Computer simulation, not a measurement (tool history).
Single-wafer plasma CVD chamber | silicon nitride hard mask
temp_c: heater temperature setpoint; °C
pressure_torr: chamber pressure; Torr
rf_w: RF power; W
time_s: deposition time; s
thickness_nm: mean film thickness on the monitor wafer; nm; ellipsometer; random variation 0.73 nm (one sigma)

Run 1, day 0: temp_c 390 °C, pressure_torr 2.09 Torr, rf_w 360 W, time_s 69.6 s. Result: thickness_nm 101.13 nm.
Run 2, day 0.188: temp_c 390 °C, pressure_torr 2.27 Torr, rf_w 380 W, time_s 69.8 s. Result: thickness_nm 107.98 nm.
Run 3, day 0.475: temp_c 390 °C, pressure_torr 2.42 Torr, rf_w 390 W, time_s 69.9 s. Result: thickness_nm 112.39 nm.
Run 4, day 0.583: temp_c 397 °C, pressure_torr 2.42 Torr, rf_w 390 W, time_s 69.9 s. Result: thickness_nm 111.02 nm.
Run 5, day 0.808: temp_c 397 °C, pressure_torr 2.42 Torr, rf_w 350 W, time_s 69.9 s. Result: thickness_nm 104.52 nm.
Run 6, day 0.929: temp_c 397 °C, pressure_torr 2.42 Torr, rf_w 385 W, time_s 69.9 s. Result: thickness_nm 110.71 nm.
Run 7, day 1.104: temp_c 397 °C, pressure_torr 2.55 Torr, rf_w 390 W, time_s 70 s. Result: thickness_nm 114.6 nm.

Run 8 comes next. What will it give?
Run 8, day 1.233: temp_c 397 °C, pressure_torr 2.64 Torr, rf_w 390 W, time_s 70 s. Result: thickness_nm ?.

{"run 8": {"thickness_nm": 115.27}}

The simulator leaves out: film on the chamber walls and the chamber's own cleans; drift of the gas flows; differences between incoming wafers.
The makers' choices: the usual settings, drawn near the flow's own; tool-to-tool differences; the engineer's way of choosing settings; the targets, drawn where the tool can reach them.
